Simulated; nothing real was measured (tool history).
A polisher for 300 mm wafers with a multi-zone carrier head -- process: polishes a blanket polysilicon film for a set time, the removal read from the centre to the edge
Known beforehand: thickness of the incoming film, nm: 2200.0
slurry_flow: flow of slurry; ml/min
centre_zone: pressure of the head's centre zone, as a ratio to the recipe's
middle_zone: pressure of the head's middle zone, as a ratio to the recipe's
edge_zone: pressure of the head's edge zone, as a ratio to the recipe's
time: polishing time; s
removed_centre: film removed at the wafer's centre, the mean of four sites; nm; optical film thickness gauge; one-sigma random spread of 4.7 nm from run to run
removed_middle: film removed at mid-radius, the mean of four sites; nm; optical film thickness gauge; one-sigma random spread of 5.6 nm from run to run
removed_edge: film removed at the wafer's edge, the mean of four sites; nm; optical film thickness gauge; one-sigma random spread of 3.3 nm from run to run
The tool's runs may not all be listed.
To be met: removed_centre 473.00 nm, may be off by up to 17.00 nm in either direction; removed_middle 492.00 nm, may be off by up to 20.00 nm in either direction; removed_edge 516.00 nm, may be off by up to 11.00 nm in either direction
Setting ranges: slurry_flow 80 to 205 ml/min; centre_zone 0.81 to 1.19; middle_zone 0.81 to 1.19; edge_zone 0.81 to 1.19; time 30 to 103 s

run	hour	slurry_flow	centre_zone	middle_zone	edge_zone	time	removed_centre	removed_middle	removed_edge
1	0.0	135	1.00	1.00	1.00	66	449.16	436.41	451.15
2	7.7	145	0.99	1.01	1.03	66	446.50	452.51	457.96
3	13.2	155	0.99	1.00	1.07	67	466.94	452.33	483.04
4	20.8	155	1.04	1.00	1.07	67	486.64	462.09	473.50
5	24.5	155	1.04	0.94	1.07	67	479.32	439.44	479.19
6	32.8	155	1.04	1.01	1.07	67	482.30	469.53	479.87
7	35.8	160	1.02	1.02	1.09	67	478.50	464.92	488.81
8	39.2	165	1.01	1.04	1.10	67	477.41	472.88	489.67
9	43.0	170	1.00	1.05	1.11	67	459.45	485.85	499.45
10	50.9	185	1.02	1.03	1.14	67	481.96	484.08	496.92
11	57.6	185	1.01	1.03	1.15	67	481.74	477.89	504.83
12	66.1	185	1.00	1.04	1.15	67	472.56	477.76	504.21

Next run, 4 choices. One meets every target within its allowed miss, the rest don't. Which?
A	74.6	185	1.03	1.05	1.10	66	?	?	?
B	74.6	180	0.99	1.08	1.19	67	?	?	?
C	74.6	135	0.97	0.97	1.19	71	?	?	?
D	74.6	205	1.03	1.02	1.10	64	?	?	?

move	removed_centre	removed_middle	removed_edge
A	476.38	465.56	484.88
B	463.05	482.53	511.15
C	460.85	450.07	528.38
D	468.18	445.86	474.55
A: its largest miss is bigger than the last run's
B: every result lands within tolerance
C: takes the biggest miss from the last run beyond its target
D: its largest miss is bigger than the last run's
Go with B: it meets all targets.

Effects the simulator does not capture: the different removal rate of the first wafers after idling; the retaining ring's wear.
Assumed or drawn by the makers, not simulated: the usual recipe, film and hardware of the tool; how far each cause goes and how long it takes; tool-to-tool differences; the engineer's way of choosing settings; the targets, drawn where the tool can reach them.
